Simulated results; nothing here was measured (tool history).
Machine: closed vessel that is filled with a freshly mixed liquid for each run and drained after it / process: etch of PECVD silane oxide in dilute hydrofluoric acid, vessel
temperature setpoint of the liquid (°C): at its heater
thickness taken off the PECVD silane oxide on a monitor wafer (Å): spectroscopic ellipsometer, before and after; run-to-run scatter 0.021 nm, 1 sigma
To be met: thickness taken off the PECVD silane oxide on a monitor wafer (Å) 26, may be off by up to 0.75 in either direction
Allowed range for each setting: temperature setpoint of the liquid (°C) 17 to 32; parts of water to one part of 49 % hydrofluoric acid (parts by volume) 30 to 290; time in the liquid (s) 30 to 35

run  hour  temperature setpoint of the liquid (°C)  parts of water to one part of 49 % hydrofluoric acid (parts by volume)  time in the liquid (s)  thickness taken off the PECVD silane oxide on a monitor wafer (Å)
  1     0                                       24                                                                     160                      35                                                             51.272
  2   1.5                                       24                                                                     160                      30                                                             45.324
  3   5.5                                     27.5                                                                     160                      30                                                             51.113
  4     7                                     27.5                                                                     160                      30                                                             50.571
  5  14.5                                     27.5                                                                     160                      30                                                             50.613
  6  20.7                                     27.5                                                                     160                      30                                                             50.822
  7  23.8                                       26                                                                     170                      30                                                             43.987
  8  30.2                                       26                                                                     170                      30                                                              44.75
  9  35.1                                       25                                                                     175                      30                                                             41.388
 10  36.7                                       24                                                                     180                      30                                                             38.821
 11  45.8                                       23                                                                     185                      30                                                             35.825
 12  48.6                                       22                                                                     190                      30                                                              33.82
 13  49.9                                     21.5                                                                     195                      30                                                              31.65
 14  54.2                                     21.5                                                                     195                      30                                                             32.267
 15  60.6                                       21                                                                     195                      30                                                             30.957
 16  67.1                                       17                                                                     195                      30                                                             26.759

Exercise: of the 5 proposed moves below, exactly one satisfies all targets within the stated allowed misses. Which move is it?
  A  73.6                                     17.5                                                                     190                      30                                                                  ?
  B  73.6                                     20.5                                                                     235                      35                                                                  ?
  C  73.6                                       18                                                                     225                      35                                                                  ?
  D  73.6                                       17                                                                     190                      30                                                                  ?
  E  73.6                                     17.5                                                                     205                      30                                                                  ?

move  thickness taken off the PECVD silane oxide on a monitor wafer (Å)
   A                                                             28.354
   B                                                              28.79
   C                                                             27.582
   D                                                             27.792
   E                                                             25.915
A: misses by more than the last run did
B: misses by more than the last run did
C: misses by more than the last run did
D: misses by more than the last run did
E: every result lands within tolerance
Go with E: it meets all targets.

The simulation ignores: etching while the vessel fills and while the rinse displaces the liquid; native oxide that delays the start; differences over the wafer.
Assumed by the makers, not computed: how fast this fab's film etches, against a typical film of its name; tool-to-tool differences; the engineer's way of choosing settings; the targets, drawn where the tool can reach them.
